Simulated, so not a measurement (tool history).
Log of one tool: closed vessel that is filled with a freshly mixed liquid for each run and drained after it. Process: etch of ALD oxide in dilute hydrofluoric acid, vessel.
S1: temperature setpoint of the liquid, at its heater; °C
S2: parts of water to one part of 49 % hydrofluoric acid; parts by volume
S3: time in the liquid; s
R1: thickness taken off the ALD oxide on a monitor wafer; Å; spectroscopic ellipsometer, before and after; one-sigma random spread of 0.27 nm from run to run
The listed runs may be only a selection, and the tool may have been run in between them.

run  hour    S1   S2   S3      R1
  1     0    21  175  770  591.83
  2   1.7    21  200  770  506.89
  3   4.9    21  175  770  585.78
  4  13.2  20.5  180  770  557.79
  5  21.6  17.5  180  770  493.48
  6  28.5  17.5  185  770  486.12
  7  31.3  17.5  190  770  466.12
  8  39.5  17.5  195  770  447.75
  9  41.7  17.5  200  770  436.73
 10  45.9    17  210  770  406.53

Run 11 comes next. What will it give?
 11  52.9  17  215  770   ?

Run 11 measured R1 391.2 Å.
